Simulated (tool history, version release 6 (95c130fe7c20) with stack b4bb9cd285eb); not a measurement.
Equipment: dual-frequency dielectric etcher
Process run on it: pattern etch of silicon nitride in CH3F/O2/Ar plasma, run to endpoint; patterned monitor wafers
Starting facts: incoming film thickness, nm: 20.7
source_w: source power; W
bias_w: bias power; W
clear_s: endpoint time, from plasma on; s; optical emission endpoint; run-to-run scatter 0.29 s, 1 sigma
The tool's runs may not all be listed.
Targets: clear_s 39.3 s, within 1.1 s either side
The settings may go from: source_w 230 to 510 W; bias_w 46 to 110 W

run    day  source_w  bias_w  clear_s
  1      0       370      78   30.352
  2  0.262       370      87   28.902
  3  0.588       350      83   30.712
  4  0.929       410      83   28.471
  5  1.254       390      79   29.789
  6  1.421       390      86   28.248
  7  1.467       320      70   35.097
  8  1.625       310      70   35.201
  9  1.829       300      70   36.643

Which one of the following 4 next-run settings gets every result inside its allowed miss? There is exactly one.
  A  2.033       370      72        ?
  B  2.033       300      72        ?
  C  2.033       260      69        ?
  D  2.033       280      77        ?

move  clear_s
   A   31.962
   B   35.196
   C   38.651
   D   34.964
A: lands further from the targets than the last run did
B: lands further from the targets than the last run did
C: in spec on every target
D: lands further from the targets than the last run did
C meets every target.

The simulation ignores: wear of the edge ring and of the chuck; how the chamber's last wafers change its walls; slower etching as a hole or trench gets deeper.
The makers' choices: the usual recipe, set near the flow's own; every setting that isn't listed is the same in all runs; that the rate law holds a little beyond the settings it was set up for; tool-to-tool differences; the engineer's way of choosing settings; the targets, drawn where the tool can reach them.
